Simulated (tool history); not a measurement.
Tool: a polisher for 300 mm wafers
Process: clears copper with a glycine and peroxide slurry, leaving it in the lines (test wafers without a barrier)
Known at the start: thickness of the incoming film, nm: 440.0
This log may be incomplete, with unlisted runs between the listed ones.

run	hour	flow of slurry (ml/min)	pressure of the wafer on the pad (kPa)	speed of the pad under the wafer (m/s)	overpolish time after the end point (s)	time until the end point was called (s)	dishing of a wide line in a test structure (nm)
1	0	145	20	0.84	9	108.71	24.231
2	1	140	21.4	0.84	10	102.22	28.379
3	8	120	21.4	0.84	10	107.65	27.861
4	16.3	150	21.4	0.84	10	101.33	28.709
5	19.8	145	22.1	0.84	11	99.667	31.081
6	22.2	140	22.8	0.84	12	99.672	33.853
7	29	140	23.4	0.84	13	96.514	37.36
8	36	145	24.1	0.84	14	95.495	40.861

The next listed run, before its measurement:
9	43.9	150	24.8	0.84	14	?	?

time until the end point was called (s): 94.129
dishing of a wide line in a test structure (nm): 41.805

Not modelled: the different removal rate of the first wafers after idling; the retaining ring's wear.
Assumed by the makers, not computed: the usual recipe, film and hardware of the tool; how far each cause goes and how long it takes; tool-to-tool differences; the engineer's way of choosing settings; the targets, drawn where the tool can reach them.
